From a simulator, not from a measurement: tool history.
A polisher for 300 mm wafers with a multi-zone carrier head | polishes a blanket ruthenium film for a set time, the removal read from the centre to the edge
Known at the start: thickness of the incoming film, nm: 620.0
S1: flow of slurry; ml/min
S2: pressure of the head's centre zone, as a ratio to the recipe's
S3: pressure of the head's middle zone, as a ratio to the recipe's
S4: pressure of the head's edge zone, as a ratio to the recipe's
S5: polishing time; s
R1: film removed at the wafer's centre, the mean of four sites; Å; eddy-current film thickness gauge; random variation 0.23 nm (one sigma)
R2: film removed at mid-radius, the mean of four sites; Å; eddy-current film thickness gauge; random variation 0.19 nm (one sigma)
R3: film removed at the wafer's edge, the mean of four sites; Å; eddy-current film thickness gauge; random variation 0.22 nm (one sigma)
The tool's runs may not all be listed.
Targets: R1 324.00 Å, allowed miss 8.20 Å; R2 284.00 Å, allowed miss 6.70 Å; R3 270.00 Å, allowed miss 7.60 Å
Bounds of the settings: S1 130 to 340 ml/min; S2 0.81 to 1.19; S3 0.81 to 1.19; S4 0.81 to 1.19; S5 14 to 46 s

| run | hour | S1 | S2 | S3 | S4 | S5 | R1 | R2 | R3 |
|---|---|---|---|---|---|---|---|---|---|
| 1 | 0.0 | 220 | 1.00 | 1.00 | 1.00 | 30 | 215.93 | 217.62 | 207.44 |
| 2 | 4.8 | 170 | 1.00 | 1.00 | 1.00 | 30 | 209.09 | 208.77 | 197.58 |
| 3 | 10.8 | 210 | 1.06 | 1.02 | 1.03 | 32 | 248.33 | 233.66 | 222.35 |
| 4 | 13.0 | 245 | 1.10 | 1.05 | 1.08 | 32 | 261.50 | 241.58 | 230.62 |
| 5 | 14.6 | 245 | 1.10 | 1.05 | 1.08 | 29 | 235.19 | 222.68 | 210.84 |
| 6 | 18.8 | 245 | 1.10 | 0.99 | 1.08 | 29 | 234.63 | 209.59 | 207.80 |
| 7 | 26.2 | 260 | 1.13 | 1.03 | 1.10 | 31 | 258.37 | 236.22 | 229.54 |
| 8 | 34.0 | 255 | 1.15 | 1.04 | 1.09 | 33 | 281.17 | 248.44 | 236.25 |
| 9 | 35.2 | 265 | 1.16 | 1.05 | 1.11 | 34 | 296.49 | 259.33 | 248.83 |
| 10 | 36.8 | 280 | 1.17 | 1.06 | 1.12 | 34 | 300.07 | 267.37 | 255.00 |
| 11 | 41.7 | 290 | 1.18 | 1.06 | 1.12 | 34 | 301.30 | 266.29 | 253.59 |
| 12 | 47.9 | 285 | 1.18 | 1.06 | 1.12 | 35 | 309.73 | 274.47 | 262.37 |
|  | 54.2 | edge zone pressure recalibrated |
| 13 | 54.2 | 285 | 1.19 | 1.06 | 1.11 | 36 | 325.59 | 281.18 | 285.31 |
| 14 | 62.8 | 275 | 1.19 | 1.07 | 1.13 | 36 | 322.19 | 282.86 | 282.21 |
| 15 | 63.7 | 280 | 1.19 | 1.07 | 1.11 | 36 | 323.70 | 287.74 | 280.39 |
| 16 | 71.0 | 270 | 1.19 | 1.03 | 1.02 | 36 | 324.20 | 274.82 | 266.50 |

5 next moves are on the table. One of them brings every result within its allowed miss. Which?
| A | 78.3 | 260 | 1.19 | 1.03 | 1.00 | 35 | ? | ? | ? |
| B | 78.3 | 245 | 1.19 | 0.99 | 0.98 | 37 | ? | ? | ? |
| C | 78.3 | 285 | 1.17 | 0.98 | 0.96 | 35 | ? | ? | ? |
| D | 78.3 | 325 | 1.17 | 1.05 | 1.00 | 36 | ? | ? | ? |
| E | 78.3 | 250 | 1.15 | 0.94 | 0.99 | 37 | ? | ? | ? |

| move | R1 | R2 | R3 |
|---|---|---|---|
| A | 313.73 | 265.80 | 258.56 |
| B | 328.87 | 269.74 | 269.33 |
| C | 311.90 | 257.58 | 255.76 |
| D | 325.67 | 284.59 | 270.74 |
| E | 318.54 | 258.97 | 271.35 |
A: further off than the last run
B: further off than the last run
C: further off than the last run
D: meets every target
E: further off than the last run
The right move is D.

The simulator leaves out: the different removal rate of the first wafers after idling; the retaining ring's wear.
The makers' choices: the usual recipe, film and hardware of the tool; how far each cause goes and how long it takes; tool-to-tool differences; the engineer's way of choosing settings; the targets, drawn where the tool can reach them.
